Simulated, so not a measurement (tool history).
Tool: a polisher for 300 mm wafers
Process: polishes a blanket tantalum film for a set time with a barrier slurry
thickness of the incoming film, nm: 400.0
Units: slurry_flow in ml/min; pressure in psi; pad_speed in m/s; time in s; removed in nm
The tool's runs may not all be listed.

run,hour,slurry_flow,pressure,pad_speed,slurry_solids,time,removed
1,0.0,280,2.5,0.82,1.0,57,81.602
2,2.3,280,2.9,0.84,1.0,57,93.327
3,8.2,280,2.3,0.84,1.0,57,76.843
4,10.5,220,2.3,0.84,1.0,57,75.682
5,17.4,220,2.8,0.88,1.0,57,94.329
6,17.9,220,3.1,0.92,1.0,57,106.620

Run 7 comes next. What will it give?
7,26.2,220,3.4,0.96,1.0,57,?

removed: 121.550 nm

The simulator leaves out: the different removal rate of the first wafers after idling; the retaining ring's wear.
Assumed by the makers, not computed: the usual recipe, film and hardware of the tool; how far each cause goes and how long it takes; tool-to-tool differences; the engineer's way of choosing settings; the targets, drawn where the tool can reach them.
